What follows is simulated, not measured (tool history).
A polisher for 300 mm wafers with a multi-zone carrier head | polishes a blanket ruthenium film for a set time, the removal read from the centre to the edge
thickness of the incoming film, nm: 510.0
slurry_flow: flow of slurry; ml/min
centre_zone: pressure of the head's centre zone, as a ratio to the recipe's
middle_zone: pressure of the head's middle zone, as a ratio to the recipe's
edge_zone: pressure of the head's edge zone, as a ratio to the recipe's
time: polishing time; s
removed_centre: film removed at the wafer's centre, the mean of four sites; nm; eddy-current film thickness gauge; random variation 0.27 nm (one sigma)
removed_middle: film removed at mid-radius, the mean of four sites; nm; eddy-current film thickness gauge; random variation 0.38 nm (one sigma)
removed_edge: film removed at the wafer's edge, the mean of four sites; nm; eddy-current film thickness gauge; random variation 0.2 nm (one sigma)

Run 1, hour 0: slurry_flow 290 ml/min, centre_zone 1, middle_zone 1, edge_zone 1, time 51 s. Result: removed_centre 48.122 nm, removed_middle 49.543 nm, removed_edge 48.314 nm.
Run 2, hour 5.6: slurry_flow 290 ml/min, centre_zone 1, middle_zone 1, edge_zone 1, time 46 s. Result: removed_centre 43.585 nm, removed_middle 46.17 nm, removed_edge 43.2 nm.
Run 3, hour 12.1: slurry_flow 290 ml/min, centre_zone 1.06, middle_zone 1, edge_zone 1, time 46 s. Result: removed_centre 45.735 nm, removed_middle 44.496 nm, removed_edge 42.912 nm.
Run 4, hour 20.9: slurry_flow 275 ml/min, centre_zone 1.01, middle_zone 0.95, edge_zone 1, time 40 s. Result: removed_centre 37.602 nm, removed_middle 38.038 nm, removed_edge 37.812 nm.
Run 5, hour 25.4: slurry_flow 265 ml/min, centre_zone 0.98, middle_zone 0.92, edge_zone 0.97, time 36 s. Result: removed_centre 32.633 nm, removed_middle 32.215 nm, removed_edge 33.339 nm.
Run 6, hour 30.7: slurry_flow 260 ml/min, centre_zone 0.94, middle_zone 0.92, edge_zone 0.93, time 35 s. Result: removed_centre 30.938 nm, removed_middle 31.911 nm, removed_edge 32.344 nm.

Run 7 comes next. What will it give?
Run 7, hour 34.7: slurry_flow 245 ml/min, centre_zone 0.87, middle_zone 0.88, edge_zone 0.87, time 25 s. Result: removed_centre ?, removed_middle ?, removed_edge ?.

removed_centre: 20.67 nm
removed_middle: 22.227 nm
removed_edge: 22.191 nm

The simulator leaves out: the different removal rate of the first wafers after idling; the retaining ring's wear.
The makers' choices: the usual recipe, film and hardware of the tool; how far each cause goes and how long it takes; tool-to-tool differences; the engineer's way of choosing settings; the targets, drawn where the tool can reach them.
